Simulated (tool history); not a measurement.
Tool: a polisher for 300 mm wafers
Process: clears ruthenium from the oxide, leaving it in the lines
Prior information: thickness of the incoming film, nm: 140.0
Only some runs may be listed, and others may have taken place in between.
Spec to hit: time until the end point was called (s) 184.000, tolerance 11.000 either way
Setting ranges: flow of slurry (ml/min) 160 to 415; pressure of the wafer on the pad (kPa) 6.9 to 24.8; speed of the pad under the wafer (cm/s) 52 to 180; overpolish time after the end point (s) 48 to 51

| run | hour | flow of slurry (ml/min) | pressure of the wafer on the pad (kPa) | speed of the pad under the wafer (cm/s) | overpolish time after the end point (s) | time until the end point was called (s) |
|---|---|---|---|---|---|---|
| 1 | 0.0 | 265 | 15.9 | 116 | 48 | 70.957 |
| 2 | 2.4 | 265 | 15.9 | 116 | 51 | 71.396 |
| 3 | 5.6 | 265 | 14.5 | 108 | 51 | 83.845 |
| 4 | 9.8 | 265 | 14.5 | 92 | 51 | 94.312 |
| 5 | 16.7 | 265 | 13.1 | 88 | 51 | 102.590 |
| 6 | 22.3 | 315 | 13.1 | 88 | 51 | 104.440 |
| 7 | 23.1 | 315 | 12.4 | 84 | 51 | 114.550 |
| 8 | 31.5 | 315 | 11.7 | 80 | 51 | 123.580 |
| 9 | 37.0 | 315 | 11.0 | 78 | 51 | 131.460 |
| 10 | 43.0 | 315 | 10.3 | 76 | 51 | 136.410 |
| 11 | 47.0 | 310 | 6.9 | 60 | 51 | 212.580 |

Which single option among these 5 for the next run brings every result within its allowed miss of target? Just one does.
| A | 51.0 | 320 | 9.0 | 76 | 49 | ? |
| B | 51.0 | 310 | 8.3 | 82 | 51 | ? |
| C | 51.0 | 300 | 11.7 | 56 | 48 | ? |
| D | 51.0 | 300 | 10.3 | 68 | 48 | ? |
| E | 51.0 | 360 | 7.6 | 72 | 48 | ? |

| move | time until the end point was called (s) |
|---|---|
| A | 155.810 |
| B | 157.490 |
| C | 154.170 |
| D | 150.780 |
| E | 181.710 |
A: takes the result that was furthest off past its target
B: takes the result that was furthest off past its target
C: takes the result that was furthest off past its target
D: takes the result that was furthest off past its target
E: all results land within tolerance of their targets
Go with E: it meets all targets.
